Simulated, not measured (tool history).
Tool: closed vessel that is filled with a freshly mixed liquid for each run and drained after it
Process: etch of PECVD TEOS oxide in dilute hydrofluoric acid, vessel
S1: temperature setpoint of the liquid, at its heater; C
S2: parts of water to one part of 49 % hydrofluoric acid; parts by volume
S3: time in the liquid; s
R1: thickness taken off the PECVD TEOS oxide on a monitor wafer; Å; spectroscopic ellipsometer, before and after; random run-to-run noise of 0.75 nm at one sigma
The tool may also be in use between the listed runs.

run 1 hour=0.0 | S1=20.0 S2=120 S3=640 | R1=522.81
run 2 hour=8.6 | S1=21.5 S2=120 S3=640 | R1=551.62
run 3 hour=14.9 | S1=23.0 S2=100 S3=640 | R1=713.34
run 4 hour=23.8 | S1=24.5 S2=85 S3=640 | R1=913.39
run 5 hour=31.2 | S1=25.5 S2=75 S3=640 | R1=1085.40
run 6 hour=32.0 | S1=26.0 S2=70 S3=640 | R1=1195.90
run 7 hour=40.7 | S1=26.5 S2=65 S3=640 | R1=1320.60
run 8 hour=42.2 | S1=27.0 S2=65 S3=640 | R1=1363.40

Run 9 comes next. What will it give?
run 9 hour=48.0 | S1=27.0 S2=65 S3=640 | R1=?

Run 9 came out at R1 1359.40 Å.

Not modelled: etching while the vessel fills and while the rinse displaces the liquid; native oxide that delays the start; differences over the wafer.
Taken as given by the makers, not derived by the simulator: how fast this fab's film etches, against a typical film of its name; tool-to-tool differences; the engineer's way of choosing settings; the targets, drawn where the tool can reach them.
